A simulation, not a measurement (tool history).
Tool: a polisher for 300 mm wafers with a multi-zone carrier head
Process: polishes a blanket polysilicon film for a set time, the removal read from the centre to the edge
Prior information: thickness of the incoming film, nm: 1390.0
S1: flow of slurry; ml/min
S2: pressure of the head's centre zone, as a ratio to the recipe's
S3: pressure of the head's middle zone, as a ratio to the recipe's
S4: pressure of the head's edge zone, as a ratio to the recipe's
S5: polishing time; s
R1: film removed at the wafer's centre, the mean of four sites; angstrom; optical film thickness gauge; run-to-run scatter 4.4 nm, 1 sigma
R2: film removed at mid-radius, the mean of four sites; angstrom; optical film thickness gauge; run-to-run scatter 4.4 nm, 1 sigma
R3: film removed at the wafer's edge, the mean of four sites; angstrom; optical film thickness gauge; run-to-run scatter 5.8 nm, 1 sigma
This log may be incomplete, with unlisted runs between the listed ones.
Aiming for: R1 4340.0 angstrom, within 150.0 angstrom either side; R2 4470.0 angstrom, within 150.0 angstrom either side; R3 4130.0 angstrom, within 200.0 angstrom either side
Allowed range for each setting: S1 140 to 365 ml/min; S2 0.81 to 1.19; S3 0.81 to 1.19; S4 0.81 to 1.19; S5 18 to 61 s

{"run": 1, "day": 0.0, "S1": 235, "S2": 1.0, "S3": 1.0, "S4": 1.0, "S5": 39, "R1": 2977.5, "R2": 3006.8, "R3": 3007.9}
{"run": 2, "day": 0.112, "S1": 235, "S2": 1.0, "S3": 1.0, "S4": 1.05, "S5": 39, "R1": 2955.7, "R2": 2940.6, "R3": 3061.3}
{"run": 3, "day": 0.383, "S1": 235, "S2": 1.0, "S3": 1.09, "S4": 1.05, "S5": 39, "R1": 2938.3, "R2": 3149.0, "R3": 3086.7}
{"run": 4, "day": 0.692, "S1": 250, "S2": 1.03, "S3": 1.12, "S4": 1.05, "S5": 43, "R1": 3380.7, "R2": 3530.2, "R3": 3359.0}
{"run": 5, "day": 0.858, "S1": 250, "S2": 1.03, "S3": 1.12, "S4": 1.05, "S5": 51, "R1": 3928.7, "R2": 4278.4, "R3": 4032.9}
{"run": 6, "day": 1.179, "S1": 270, "S2": 1.03, "S3": 1.12, "S4": 1.05, "S5": 51, "R1": 3910.9, "R2": 4256.8, "R3": 4147.4}
{"run": 7, "day": 1.2, "S1": 265, "S2": 1.05, "S3": 1.13, "S4": 1.04, "S5": 51, "R1": 4034.2, "R2": 4299.0, "R3": 3922.6}
{"run": 8, "day": 1.392, "S1": 265, "S2": 1.05, "S3": 1.13, "S4": 1.04, "S5": 51, "R1": 3973.9, "R2": 4269.1, "R3": 4033.9}
{"run": 9, "day": 1.704, "S1": 265, "S2": 1.07, "S3": 1.14, "S4": 1.04, "S5": 52, "R1": 4164.8, "R2": 4404.0, "R3": 4048.3}
{"run": 10, "day": 1.962, "S1": 265, "S2": 1.08, "S3": 1.14, "S4": 1.05, "S5": 52, "R1": 4269.0, "R2": 4401.6, "R3": 4145.8}
{"run": 11, "day": 2.167, "S1": 265, "S2": 1.08, "S3": 1.15, "S4": 1.05, "S5": 52, "R1": 4146.5, "R2": 4384.4, "R3": 4146.2}

Which single option among these 5 for the next run brings every result within its allowed miss of target? Just one does.
{"run": "A", "day": 2.371, "S1": 295, "S2": 0.99, "S3": 1.19, "S4": 1.15, "S5": 50, "R1": "?", "R2": "?", "R3": "?"}
{"run": "B", "day": 2.371, "S1": 290, "S2": 1.02, "S3": 1.18, "S4": 1.08, "S5": 51, "R1": "?", "R2": "?", "R3": "?"}
{"run": "C", "day": 2.371, "S1": 300, "S2": 1.02, "S3": 1.17, "S4": 1.04, "S5": 52, "R1": "?", "R2": "?", "R3": "?"}
{"run": "D", "day": 2.371, "S1": 245, "S2": 1.08, "S3": 1.1, "S4": 0.96, "S5": 55, "R1": "?", "R2": "?", "R3": "?"}
{"run": "E", "day": 2.371, "S1": 240, "S2": 1.19, "S3": 1.09, "S4": 1.02, "S5": 52, "R1": "?", "R2": "?", "R3": "?"}

move=A R1=3808.6 R2=4436.1 R3=4285.9
move=B R1=3954.4 R2=4487.8 R3=4229.1
move=C R1=4046.6 R2=4561.4 R3=4243.2
move=D R1=4339.8 R2=4503.0 R3=4250.9
move=E R1=4373.5 R2=4215.7 R3=4130.7
A: lands further from the targets than the last run did
B: lands further from the targets than the last run did
C: lands further from the targets than the last run did
D: all results land within tolerance of their targets
E: the furthest-off result lands on target, but another misses its tolerance
D is the move that brings every result within its allowed miss.

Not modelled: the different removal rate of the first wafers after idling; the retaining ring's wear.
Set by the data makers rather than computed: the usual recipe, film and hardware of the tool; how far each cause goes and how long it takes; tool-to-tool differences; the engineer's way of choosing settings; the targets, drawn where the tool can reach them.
